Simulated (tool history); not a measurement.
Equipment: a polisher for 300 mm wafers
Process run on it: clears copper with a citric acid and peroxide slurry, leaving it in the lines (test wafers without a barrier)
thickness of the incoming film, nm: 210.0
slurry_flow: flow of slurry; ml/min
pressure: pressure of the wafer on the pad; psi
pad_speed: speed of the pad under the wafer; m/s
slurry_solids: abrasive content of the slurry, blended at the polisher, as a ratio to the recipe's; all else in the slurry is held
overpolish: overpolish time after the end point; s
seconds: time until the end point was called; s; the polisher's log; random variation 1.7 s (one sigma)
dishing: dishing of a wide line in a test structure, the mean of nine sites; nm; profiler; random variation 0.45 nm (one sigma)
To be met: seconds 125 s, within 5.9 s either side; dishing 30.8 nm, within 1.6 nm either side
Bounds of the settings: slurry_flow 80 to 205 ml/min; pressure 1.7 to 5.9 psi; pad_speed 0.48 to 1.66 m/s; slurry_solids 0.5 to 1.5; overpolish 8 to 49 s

run 1 day=0 | slurry_flow=135 pressure=3.8 pad_speed=1.06 slurry_solids=1 overpolish=25 | seconds=87.737 dishing=34.312
run 2 day=0.079 | slurry_flow=135 pressure=3.8 pad_speed=1.06 slurry_solids=1 overpolish=16 | seconds=85.276 dishing=24.825
run 3 day=0.171 | slurry_flow=135 pressure=4.7 pad_speed=1.06 slurry_solids=1 overpolish=16 | seconds=70.096 dishing=28.41
run 4 day=0.538 | slurry_flow=150 pressure=4.7 pad_speed=1.06 slurry_solids=1 overpolish=16 | seconds=71.89 dishing=28.577
run 5 day=0.858 | slurry_flow=150 pressure=4 pad_speed=1.04 slurry_solids=1 overpolish=20 | seconds=84.485 dishing=30.052
run 6 day=0.912 | slurry_flow=150 pressure=3.5 pad_speed=1.02 slurry_solids=1 overpolish=22 | seconds=94.557 dishing=29.191
run 7 day=1.246 | slurry_flow=150 pressure=3.1 pad_speed=1 slurry_solids=1 overpolish=24 | seconds=104.93 dishing=27.572
run 8 day=1.275 | slurry_flow=150 pressure=2.9 pad_speed=0.98 slurry_solids=1 overpolish=26 | seconds=115.68 dishing=27.215
run 9 day=1.354 | slurry_flow=150 pressure=2.8 pad_speed=0.98 slurry_solids=1 overpolish=28 | seconds=117.21 dishing=28.521
run 10 day=1.504 | slurry_flow=150 pressure=2.7 pad_speed=0.98 slurry_solids=1 overpolish=29 | seconds=120.96 dishing=28.943

5 candidate next runs follow, results not yet known. Just one meets every target within its allowed miss. Identify it.
run A day=1.654 | slurry_flow=125 pressure=2.7 pad_speed=1.18 slurry_solids=0.85 overpolish=26 | seconds=? dishing=?
run B day=1.654 | slurry_flow=140 pressure=2.6 pad_speed=1.16 slurry_solids=0.95 overpolish=28 | seconds=? dishing=?
run C day=1.654 | slurry_flow=150 pressure=2.4 pad_speed=1.1 slurry_solids=1 overpolish=27 | seconds=? dishing=?
run D day=1.654 | slurry_flow=160 pressure=3.2 pad_speed=0.86 slurry_solids=0.85 overpolish=29 | seconds=? dishing=?
run E day=1.654 | slurry_flow=155 pressure=2.2 pad_speed=1.14 slurry_solids=1.05 overpolish=32 | seconds=? dishing=?

move=A seconds=108.85 dishing=28.27
move=B seconds=108.43 dishing=29.792
move=C seconds=118.91 dishing=27.119
move=D seconds=123.76 dishing=28.153
move=E seconds=120.97 dishing=29.994
A: further off than the last run
B: gets the furthest-off result to its target, but another result is out of tolerance
C: further off than the last run
D: further off than the last run
E: meets every target
Correct choice: E, which meets every target
